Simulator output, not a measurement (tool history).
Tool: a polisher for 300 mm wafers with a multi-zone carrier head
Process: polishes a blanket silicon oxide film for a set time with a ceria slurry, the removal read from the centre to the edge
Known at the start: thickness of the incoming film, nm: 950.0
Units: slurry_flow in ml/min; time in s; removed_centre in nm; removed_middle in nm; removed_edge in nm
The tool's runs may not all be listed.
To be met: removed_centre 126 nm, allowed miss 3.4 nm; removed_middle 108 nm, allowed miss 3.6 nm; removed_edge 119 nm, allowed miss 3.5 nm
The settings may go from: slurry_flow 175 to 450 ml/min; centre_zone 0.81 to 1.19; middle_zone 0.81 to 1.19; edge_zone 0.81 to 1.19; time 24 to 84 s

| run | hour | slurry_flow | centre_zone | middle_zone | edge_zone | time | removed_centre | removed_middle | removed_edge |
|---|---|---|---|---|---|---|---|---|---|
| 1 | 0 | 290 | 1 | 1 | 1 | 54 | 198.61 | 193.74 | 194.4 |
| 2 | 7.6 | 265 | 1 | 1 | 1 | 54 | 196.96 | 195.52 | 192.28 |
| 3 | 15.5 | 265 | 1 | 1 | 1.04 | 54 | 197.73 | 193.51 | 195.32 |
| 4 | 22.4 | 265 | 0.93 | 1 | 1.04 | 54 | 184.88 | 193.53 | 194.69 |
| 5 | 24.5 | 265 | 0.93 | 1 | 1.12 | 54 | 186.68 | 191.47 | 202.82 |
| 6 | 29.8 | 330 | 0.93 | 1 | 1.12 | 54 | 187.97 | 199.95 | 206.31 |
| 7 | 31.1 | 320 | 0.94 | 0.97 | 1.09 | 51 | 178.43 | 183.5 | 192.27 |
| 8 | 38 | 310 | 0.95 | 0.95 | 1.06 | 48 | 170.58 | 168.29 | 176.75 |
| 9 | 42.7 | 300 | 0.95 | 0.93 | 1.04 | 46 | 165.56 | 154.73 | 166.41 |
| 10 | 49.3 | 295 | 0.93 | 0.91 | 1.01 | 45 | 155.11 | 149.27 | 162.32 |
| 11 | 50.6 | 290 | 0.94 | 0.9 | 0.99 | 43 | 148.38 | 142.84 | 153.78 |
| 12 | 58.7 | 285 | 0.95 | 0.89 | 0.97 | 42 | 148.86 | 138.51 | 147.89 |
| 13 | 64.9 | 235 | 0.93 | 0.81 | 0.89 | 32 | 108.75 | 95.016 | 106.36 |
| 14 | 66.6 | 255 | 0.94 | 0.81 | 0.89 | 32 | 109.92 | 95.553 | 107.79 |
| 15 | 72.9 | 275 | 0.95 | 0.82 | 0.89 | 32 | 111.06 | 99.282 | 109.35 |
| 16 | 74 | 285 | 0.97 | 0.82 | 0.9 | 32 | 115.32 | 98.43 | 108.48 |
| 17 | 80.4 | 295 | 0.97 | 0.82 | 0.91 | 32 | 114.84 | 99.903 | 108.47 |
| 18 | 88.3 | 295 | 0.97 | 0.83 | 0.93 | 32 | 113.42 | 99.2 | 110.8 |
| 19 | 96.3 | 355 | 1.05 | 0.9 | 0.97 | 34 | 134.22 | 114.61 | 120.64 |
| 20 | 105.2 | 350 | 1.04 | 0.89 | 0.97 | 34 | 133.44 | 113.47 | 121.66 |
| 21 | 113.7 | 345 | 1.03 | 0.88 | 0.97 | 34 | 131.19 | 111.11 | 119.46 |
| 22 | 115.4 | 340 | 1.03 | 0.88 | 0.97 | 34 | 130.73 | 112.34 | 119.17 |
| 23 | 116.6 | 335 | 1.03 | 0.87 | 0.97 | 34 | 130.19 | 110.39 | 122.88 |
| 24 | 121.5 | 330 | 1.03 | 0.87 | 0.97 | 34 | 129.95 | 110.14 | 119.69 |
| 25 | 122.1 | 325 | 1.03 | 0.87 | 0.97 | 34 | 130.55 | 112.3 | 119.8 |

Which of these 5 next moves meets every target?
| A | 122.7 | 355 | 1.04 | 1.01 | 1 | 32 | ? | ? | ? |
| B | 122.7 | 290 | 1 | 0.85 | 0.95 | 34 | ? | ? | ? |
| C | 122.7 | 320 | 1.05 | 0.9 | 0.94 | 32 | ? | ? | ? |
| D | 122.7 | 370 | 1.04 | 0.81 | 1 | 35 | ? | ? | ? |
| E | 122.7 | 380 | 1.08 | 0.9 | 1.03 | 33 | ? | ? | ? |

| move | removed_centre | removed_middle | removed_edge |
|---|---|---|---|
| A | 123.8 | 119.22 | 115.05 |
| B | 124.47 | 108.14 | 117.99 |
| C | 123.62 | 107.51 | 111.16 |
| D | 135.69 | 109.25 | 126.48 |
| E | 132.73 | 112.35 | 121.01 |
A: brings the result that was furthest off to its target, and leaves another outside
B: meets every target
C: brings the result that was furthest off to its target, and leaves another outside
D: further off than the last run
E: further off than the last run
The right move is B.
